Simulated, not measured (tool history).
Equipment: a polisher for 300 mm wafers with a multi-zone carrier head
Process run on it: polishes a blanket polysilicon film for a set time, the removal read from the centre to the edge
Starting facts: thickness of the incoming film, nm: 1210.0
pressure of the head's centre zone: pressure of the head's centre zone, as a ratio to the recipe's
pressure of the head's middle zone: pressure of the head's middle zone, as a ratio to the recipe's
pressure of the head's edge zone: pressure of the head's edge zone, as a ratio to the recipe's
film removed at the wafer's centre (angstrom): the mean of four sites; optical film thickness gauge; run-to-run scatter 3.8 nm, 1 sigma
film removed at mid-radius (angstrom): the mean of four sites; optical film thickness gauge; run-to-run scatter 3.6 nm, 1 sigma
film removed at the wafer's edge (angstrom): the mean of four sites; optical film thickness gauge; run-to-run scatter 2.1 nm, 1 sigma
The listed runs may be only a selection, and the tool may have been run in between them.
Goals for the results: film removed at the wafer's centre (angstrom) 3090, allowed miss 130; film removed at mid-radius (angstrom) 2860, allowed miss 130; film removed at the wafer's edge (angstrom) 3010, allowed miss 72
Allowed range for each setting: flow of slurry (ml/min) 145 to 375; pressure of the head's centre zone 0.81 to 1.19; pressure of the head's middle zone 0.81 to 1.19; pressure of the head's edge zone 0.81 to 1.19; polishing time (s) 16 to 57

run,hour,flow of slurry (ml/min),pressure of the head's centre zone,pressure of the head's middle zone,pressure of the head's edge zone,polishing time (s),film removed at the wafer's centre (angstrom),film removed at mid-radius (angstrom),film removed at the wafer's edge (angstrom)
1,0,240,1,1,1,36,3664.2,3710.6,3752.4
2,3.4,240,1,0.95,1,36,3655.2,3501,3776.5
3,12.3,240,0.92,0.95,1,36,3368.8,3523.1,3755.9
4,14.8,240,0.92,0.95,0.97,36,3420.4,3506.7,3744
5,22.2,235,0.93,0.95,0.95,35,3353.8,3427.1,3614.6
6,28.4,235,0.93,0.95,1,35,3358.8,3452.8,3675.8
7,32.4,220,1.01,0.92,0.9,29,2949.3,2744.1,2917.7
8,36.5,225,1.01,0.92,0.9,29,2995,2787.7,2901.1

Exactly one of the 4 candidate moves below puts every result within its allowed miss. Which one?
A,40.6,250,1.08,1.03,0.95,27,?,?,?
B,40.6,235,1.02,0.94,0.91,30,?,?,?
C,40.6,155,0.92,0.85,0.93,31,?,?,?
D,40.6,200,1.06,0.88,0.89,28,?,?,?

move,film removed at the wafer's centre (angstrom),film removed at mid-radius (angstrom),film removed at the wafer's edge (angstrom)
A,3024.7,2817.1,2813.6
B,3153.3,2884.8,3064.4
C,2820.2,2647.6,3114.7
D,3012.7,2514.3,2808.9
A: further off than the last run
B: all results land within tolerance of their targets
C: takes the result that was furthest off past its target
D: further off than the last run
The right move is B.

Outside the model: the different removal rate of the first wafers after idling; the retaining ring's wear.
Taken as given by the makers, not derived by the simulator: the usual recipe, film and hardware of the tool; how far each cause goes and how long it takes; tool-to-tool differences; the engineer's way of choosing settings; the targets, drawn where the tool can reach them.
